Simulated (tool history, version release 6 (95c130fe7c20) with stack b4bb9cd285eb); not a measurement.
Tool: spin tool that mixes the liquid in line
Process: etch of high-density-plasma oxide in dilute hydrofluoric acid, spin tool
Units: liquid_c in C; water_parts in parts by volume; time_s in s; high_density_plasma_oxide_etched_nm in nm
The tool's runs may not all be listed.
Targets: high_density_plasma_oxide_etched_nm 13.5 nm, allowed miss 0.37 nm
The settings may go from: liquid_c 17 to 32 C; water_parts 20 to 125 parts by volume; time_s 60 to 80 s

run  hour  liquid_c  water_parts  time_s  high_density_plasma_oxide_etched_nm
  1     0        24           70      80                               10.605
  2   6.7        27           70      80                                   12
  3  12.8        27           95      80                               8.3723
  4    16        27           80      80                               10.149
  5  18.7      27.5           80      80                               10.621
  6  22.7        28           80      80                               10.698
  7    30      28.5           80      80                               11.038
  8  36.1        29           80      80                               10.959
  9  41.8        32           70      80                                14.42
 10  42.8        31           70      80                                13.79

Which of these 4 next moves meets every target?
  A  43.8        30           70      80                                    ?
  B  43.8        31           65      75                                    ?
  C  43.8        32           70      80                                    ?
  D  43.8        32           55      60                                    ?

move  high_density_plasma_oxide_etched_nm
   A                               13.403
   B                               14.173
   C                               14.461
   D                               14.157
A: meets every target
B: further off than the last run
C: further off than the last run
D: further off than the last run
The right move is A.
